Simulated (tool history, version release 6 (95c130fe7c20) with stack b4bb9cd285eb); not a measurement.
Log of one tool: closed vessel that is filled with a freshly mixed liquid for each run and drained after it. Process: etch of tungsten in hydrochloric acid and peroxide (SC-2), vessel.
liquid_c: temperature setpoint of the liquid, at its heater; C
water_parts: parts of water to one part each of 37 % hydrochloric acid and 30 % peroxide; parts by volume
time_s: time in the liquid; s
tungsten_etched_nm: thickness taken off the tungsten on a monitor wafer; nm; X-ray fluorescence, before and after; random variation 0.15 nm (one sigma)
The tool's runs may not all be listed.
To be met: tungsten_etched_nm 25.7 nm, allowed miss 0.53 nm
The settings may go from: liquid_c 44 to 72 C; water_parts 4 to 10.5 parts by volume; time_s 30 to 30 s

run 1 hour=0 | liquid_c=60 water_parts=5.5 time_s=30 | tungsten_etched_nm=18.82
run 2 hour=5.3 | liquid_c=61.5 water_parts=5.5 time_s=30 | tungsten_etched_nm=20.615
run 3 hour=13.4 | liquid_c=62.5 water_parts=5.5 time_s=30 | tungsten_etched_nm=22.017
run 4 hour=18.6 | liquid_c=63 water_parts=5.5 time_s=30 | tungsten_etched_nm=22.726
run 5 hour=21.4 | liquid_c=63.5 water_parts=5.5 time_s=30 | tungsten_etched_nm=23.244
run 6 hour=28 | liquid_c=63.5 water_parts=6.5 time_s=30 | tungsten_etched_nm=20.656
run 7 hour=31.8 | liquid_c=64.5 water_parts=6.5 time_s=30 | tungsten_etched_nm=21.941
run 8 hour=37.3 | liquid_c=65.5 water_parts=6.5 time_s=30 | tungsten_etched_nm=23.012

Which of these 5 next moves meets every target?
run A hour=42.8 | liquid_c=67.5 water_parts=7 time_s=30 | tungsten_etched_nm=?
run B hour=42.8 | liquid_c=68 water_parts=7 time_s=30 | tungsten_etched_nm=?
run C hour=42.8 | liquid_c=63.5 water_parts=4.5 time_s=30 | tungsten_etched_nm=?
run D hour=42.8 | liquid_c=63 water_parts=6 time_s=30 | tungsten_etched_nm=?
run E hour=42.8 | liquid_c=65.5 water_parts=6 time_s=30 | tungsten_etched_nm=?

move=A tungsten_etched_nm=24.789
move=B tungsten_etched_nm=25.543
move=C tungsten_etched_nm=26.923
move=D tungsten_etched_nm=21.212
move=E tungsten_etched_nm=24.717
A: nearer than the last run, and not there yet
B: meets every target
C: takes the result that was furthest off past its target
D: further off than the last run
E: nearer than the last run, and not there yet
The right move is B.
